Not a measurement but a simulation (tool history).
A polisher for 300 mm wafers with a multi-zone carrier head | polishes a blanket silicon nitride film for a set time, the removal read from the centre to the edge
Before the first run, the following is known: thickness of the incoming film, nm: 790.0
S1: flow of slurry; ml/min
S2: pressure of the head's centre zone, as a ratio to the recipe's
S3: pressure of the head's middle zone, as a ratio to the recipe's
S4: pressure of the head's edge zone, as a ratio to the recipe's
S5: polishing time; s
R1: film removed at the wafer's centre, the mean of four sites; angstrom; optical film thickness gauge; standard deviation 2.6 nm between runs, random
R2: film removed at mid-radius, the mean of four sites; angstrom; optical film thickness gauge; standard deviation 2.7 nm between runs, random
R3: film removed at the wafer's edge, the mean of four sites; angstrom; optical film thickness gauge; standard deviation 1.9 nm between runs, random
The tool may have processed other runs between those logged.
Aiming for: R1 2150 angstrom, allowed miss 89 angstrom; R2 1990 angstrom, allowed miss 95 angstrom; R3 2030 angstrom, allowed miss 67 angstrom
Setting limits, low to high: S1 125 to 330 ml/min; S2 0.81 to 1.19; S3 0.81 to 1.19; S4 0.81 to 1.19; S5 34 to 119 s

run  hour   S1    S2    S3    S4  S5      R1      R2      R3
  1     0  210     1     1     1  76  1700.1    1707  1645.7
  2   2.1  215  1.01     1  1.02  77  1771.3  1784.5  1652.4
  3   4.7  215  1.01  0.99  1.02  79  1803.4  1791.7  1707.6
  4  10.6  215  1.01  0.98  1.03  81  1859.7  1863.4  1782.3
  5  14.1  215  1.01  0.98  1.03  69  1598.6  1570.8  1523.5
     15.3  -- edge zone pressure recalibrated
  6  15.3  215  0.94  0.98  1.03  69  1461.9  1559.1  1604.9
  7  16.9  220  0.95  0.97  1.05  71  1566.2  1595.7  1662.4
  8  21.6  230  0.96  0.97  1.07  72  1548.5  1613.9    1724
  9  30.3  235  0.98  0.97  1.08  74  1659.2  1646.3  1807.8
 10  36.3  240     1  0.98  1.09  75  1733.9  1739.9  1813.1

Next run, 4 choices. One meets every target within its allowed miss, the rest don't. Which?
  A  42.3  225  1.08  1.01  1.09  86   ?   ?   ?
  B  42.3  300  0.84  1.18  1.05  70   ?   ?   ?
  C  42.3  235  1.07  0.81  1.14  79   ?   ?   ?
  D  42.3  230  0.97  0.94  1.06  86   ?   ?   ?

move      R1      R2      R3
   A  2101.2  1972.3  2027.2
   B  1369.3    1859  1649.5
   C  1919.1  1550.9  1915.9
   D  1889.5  1875.7    2004
A: each result inside its tolerance
B: lands further from the targets than the last run did
C: about the same distance from the targets as the last run
D: better than the last run, though not everything is in spec
Move A is the one to make.
